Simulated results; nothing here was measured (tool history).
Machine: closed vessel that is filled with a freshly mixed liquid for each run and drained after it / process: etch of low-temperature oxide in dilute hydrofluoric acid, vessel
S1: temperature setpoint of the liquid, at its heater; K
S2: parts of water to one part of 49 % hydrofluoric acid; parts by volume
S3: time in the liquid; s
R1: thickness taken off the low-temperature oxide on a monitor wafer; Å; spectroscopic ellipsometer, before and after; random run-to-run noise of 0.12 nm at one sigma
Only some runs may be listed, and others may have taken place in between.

run	hour	S1	S2	S3	R1
1	0.0	295.15	140	105	125.61
2	4.3	296.65	140	105	132.82
3	10.4	293.65	140	105	118.06
4	13.5	295.15	140	105	124.95
5	15.2	295.15	140	105	126.68
6	20.9	296.15	140	105	130.38
7	27.9	297.15	140	105	137.56

Run 8 comes next. What will it give?
8	33.3	297.65	140	105	?

Run 8 produced R1 140.10 Å.
